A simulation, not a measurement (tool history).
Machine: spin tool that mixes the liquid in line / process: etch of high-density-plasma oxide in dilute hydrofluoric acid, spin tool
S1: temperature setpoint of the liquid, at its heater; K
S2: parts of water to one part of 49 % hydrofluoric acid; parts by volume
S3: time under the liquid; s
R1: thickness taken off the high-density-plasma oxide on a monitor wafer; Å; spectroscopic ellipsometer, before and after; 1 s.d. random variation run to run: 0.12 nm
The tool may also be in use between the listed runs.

| run | hour | S1 | S2 | S3 | R1 |
|---|---|---|---|---|---|
| 1 | 0.0 | 294.15 | 190 | 295 | 77.851 |
| 2 | 8.3 | 296.15 | 170 | 295 | 94.787 |
| 3 | 9.9 | 293.15 | 170 | 295 | 83.816 |
| 4 | 13.5 | 295.15 | 155 | 295 | 102.340 |
| 5 | 17.0 | 296.65 | 145 | 295 | 117.160 |
| 6 | 23.9 | 296.65 | 170 | 295 | 98.248 |
| 7 | 27.4 | 298.15 | 155 | 295 | 114.880 |

Run 8 comes next. What will it give?
| 8 | 28.7 | 299.15 | 145 | 295 | ? |

R1: 128.110 Å
